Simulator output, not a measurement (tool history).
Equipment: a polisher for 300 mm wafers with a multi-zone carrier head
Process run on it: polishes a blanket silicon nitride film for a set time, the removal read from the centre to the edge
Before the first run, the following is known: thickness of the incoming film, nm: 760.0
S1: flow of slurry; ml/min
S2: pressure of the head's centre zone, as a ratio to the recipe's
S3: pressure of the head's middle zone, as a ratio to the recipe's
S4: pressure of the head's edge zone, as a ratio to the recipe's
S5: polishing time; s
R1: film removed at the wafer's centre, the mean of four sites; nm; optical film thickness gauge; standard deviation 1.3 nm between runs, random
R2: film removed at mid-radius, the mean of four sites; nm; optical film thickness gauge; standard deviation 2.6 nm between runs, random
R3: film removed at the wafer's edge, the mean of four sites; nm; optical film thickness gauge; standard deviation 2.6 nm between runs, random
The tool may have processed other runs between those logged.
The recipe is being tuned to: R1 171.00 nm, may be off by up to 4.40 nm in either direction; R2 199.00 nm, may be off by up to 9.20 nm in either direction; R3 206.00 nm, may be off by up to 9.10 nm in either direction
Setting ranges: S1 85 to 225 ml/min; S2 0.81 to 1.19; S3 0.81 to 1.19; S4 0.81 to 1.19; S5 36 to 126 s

run	hour	S1	S2	S3	S4	S5	R1	R2	R3
1	0.0	145	1.00	1.00	1.00	81	191.57	190.17	196.72
2	7.8	140	0.99	1.01	1.01	81	186.79	194.91	197.27
3	14.6	140	1.04	1.01	1.01	81	195.93	186.87	194.79
4	22.5	135	1.03	1.01	1.02	81	193.19	189.44	197.34
5	27.9	135	1.03	1.01	1.02	100	238.66	238.02	243.56
6	32.6	135	1.03	1.01	1.02	110	257.03	260.36	259.80
7	40.9	130	1.01	1.00	1.01	108	249.73	253.16	260.84
8	48.7	130	0.99	1.00	1.00	105	239.16	246.26	250.58
9	56.9	130	0.99	1.00	1.00	105	239.19	245.33	249.76
10	65.2	130	0.99	1.00	1.00	105	238.15	243.25	248.87
11	68.8	125	0.97	1.00	0.99	103	223.88	238.58	247.33

Exercise: of the 5 proposed moves below, exactly one satisfies all targets within the stated allowed misses. Which move is it?
A	72.4	90	0.82	1.03	1.14	90	?	?	?
B	72.4	195	1.09	1.13	0.91	119	?	?	?
C	72.4	215	1.14	0.98	0.93	90	?	?	?
D	72.4	150	1.06	0.99	0.97	81	?	?	?
E	72.4	85	0.89	1.01	0.94	97	?	?	?

move	R1	R2	R3
A	150.86	188.79	213.86
B	323.84	323.44	292.61
C	259.32	223.50	226.05
D	203.51	190.67	197.98
E	170.73	196.11	208.74
A: the result that was furthest off in the last run now lies on the other side of its target
B: the biggest miss grows against the last run
C: the biggest miss grows against the last run
D: nearer than the last run, and not there yet
E: all results land within tolerance of their targets
E meets every target.
